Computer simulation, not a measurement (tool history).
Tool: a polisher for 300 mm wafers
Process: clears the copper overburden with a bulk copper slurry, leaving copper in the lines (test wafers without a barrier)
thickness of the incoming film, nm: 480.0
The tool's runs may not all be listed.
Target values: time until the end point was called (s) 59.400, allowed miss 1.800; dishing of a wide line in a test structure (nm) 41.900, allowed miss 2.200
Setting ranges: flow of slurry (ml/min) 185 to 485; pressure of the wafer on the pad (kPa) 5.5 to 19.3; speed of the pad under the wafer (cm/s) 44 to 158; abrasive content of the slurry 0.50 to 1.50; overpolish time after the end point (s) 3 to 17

run	hour	flow of slurry (ml/min)	pressure of the wafer on the pad (kPa)	speed of the pad under the wafer (cm/s)	abrasive content of the slurry	overpolish time after the end point (s)	time until the end point was called (s)	dishing of a wide line in a test structure (nm)
1	0.0	310	12.4	100	1.00	9	70.495	28.996
2	5.5	310	13.8	100	1.00	11	64.371	34.369
3	10.8	310	14.5	100	1.00	12	63.199	36.964
4	16.7	355	14.5	100	1.00	12	62.371	36.956
5	19.5	355	14.5	122	1.00	12	50.844	39.923
6	26.6	355	13.1	122	1.00	13	54.385	40.220
7	31.6	355	13.1	122	1.00	13	55.776	39.604
8	39.4	355	12.4	122	1.00	14	57.054	41.157
9	40.7	355	11.7	122	1.00	14	59.780	38.077

Consider the 4 candidate settings below. Which is the only one whose results all fall within their allowed miss of target?
A	42.0	395	12.4	114	1.15	16	?	?
B	42.0	385	11.0	122	1.00	11	?	?
C	42.0	260	15.2	98	1.20	11	?	?
D	42.0	355	11.0	124	1.05	13	?	?

move	time until the end point was called (s)	dishing of a wide line in a test structure (nm)
A	59.079	41.822
B	61.890	34.849
C	60.942	35.883
D	60.698	37.932
A: all results in spec
B: lands further from the targets than the last run did
C: lands further from the targets than the last run did
D: neither nearer nor further off than the last run
Correct choice: A, which meets every target
